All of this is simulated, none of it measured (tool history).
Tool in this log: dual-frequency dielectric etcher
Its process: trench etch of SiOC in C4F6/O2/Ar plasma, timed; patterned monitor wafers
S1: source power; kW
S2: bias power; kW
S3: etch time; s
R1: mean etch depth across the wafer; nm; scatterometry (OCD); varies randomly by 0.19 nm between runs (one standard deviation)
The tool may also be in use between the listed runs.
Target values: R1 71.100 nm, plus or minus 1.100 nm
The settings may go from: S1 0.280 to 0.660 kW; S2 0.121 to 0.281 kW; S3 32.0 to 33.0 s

Run 1, hour 0.0: S1 0.470 kW, S2 0.201 kW, S3 32.0 s. Result: R1 80.563 nm.
Run 2, hour 3.4: S1 0.540 kW, S2 0.201 kW, S3 32.0 s. Result: R1 85.606 nm.
Run 3, hour 5.8: S1 0.500 kW, S2 0.199 kW, S3 32.0 s. Result: R1 82.365 nm.
Run 4, hour 10.1: S1 0.460 kW, S2 0.199 kW, S3 32.0 s. Result: R1 79.230 nm.
Run 5, hour 16.3: S1 0.500 kW, S2 0.199 kW, S3 32.0 s. Result: R1 82.300 nm.
Run 6, hour 20.5: S1 0.470 kW, S2 0.197 kW, S3 32.0 s. Result: R1 79.323 nm.
Run 7, hour 24.2: S1 0.450 kW, S2 0.196 kW, S3 32.0 s. Result: R1 78.152 nm.
Run 8, hour 27.2: S1 0.430 kW, S2 0.195 kW, S3 32.0 s. Result: R1 76.460 nm.
Run 9, hour 31.2: S1 0.410 kW, S2 0.194 kW, S3 32.0 s. Result: R1 74.516 nm.
Run 10, hour 38.3: S1 0.400 kW, S2 0.194 kW, S3 32.0 s. Result: R1 73.540 nm.
Run 11, hour 47.0: S1 0.390 kW, S2 0.194 kW, S3 32.0 s. Result: R1 72.892 nm.

5 next moves are on the table. One of them brings every result within its allowed miss. Which?
Run A, hour 55.7: S1 0.350 kW, S2 0.237 kW, S3 32.0 s. Result: R1 ?.
Run B, hour 55.7: S1 0.390 kW, S2 0.185 kW, S3 33.0 s. Result: R1 ?.
Run C, hour 55.7: S1 0.400 kW, S2 0.203 kW, S3 32.0 s. Result: R1 ?.
Run D, hour 55.7: S1 0.400 kW, S2 0.189 kW, S3 32.5 s. Result: R1 ?.
Run E, hour 55.7: S1 0.320 kW, S2 0.211 kW, S3 33.0 s. Result: R1 ?.

move      R1
   A  75.776
   B  73.742
   C  75.280
   D  74.142
   E  71.322
A: the biggest miss grows against the last run
B: the biggest miss grows against the last run
C: the biggest miss grows against the last run
D: the biggest miss grows against the last run
E: all results in spec
E is the move that brings every result within its allowed miss.
